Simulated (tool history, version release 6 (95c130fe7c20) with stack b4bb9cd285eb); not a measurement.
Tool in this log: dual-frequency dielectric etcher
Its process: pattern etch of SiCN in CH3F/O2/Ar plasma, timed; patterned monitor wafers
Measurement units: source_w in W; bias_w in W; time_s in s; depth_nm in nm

run,hour,source_w,bias_w,time_s,depth_nm
1,0.0,460,91,43.5,20.318
2,3.3,460,91,43.5,20.231
3,4.0,480,92,43.5,20.668
4,9.4,560,92,43.5,21.617
5,15.4,560,92,39.5,19.603
6,21.8,560,86,39.5,19.188
7,27.9,560,90,40.0,19.794

Forecast run 8:
8,35.3,560,90,40.0,?

Run 8 produced depth_nm 19.779 nm.

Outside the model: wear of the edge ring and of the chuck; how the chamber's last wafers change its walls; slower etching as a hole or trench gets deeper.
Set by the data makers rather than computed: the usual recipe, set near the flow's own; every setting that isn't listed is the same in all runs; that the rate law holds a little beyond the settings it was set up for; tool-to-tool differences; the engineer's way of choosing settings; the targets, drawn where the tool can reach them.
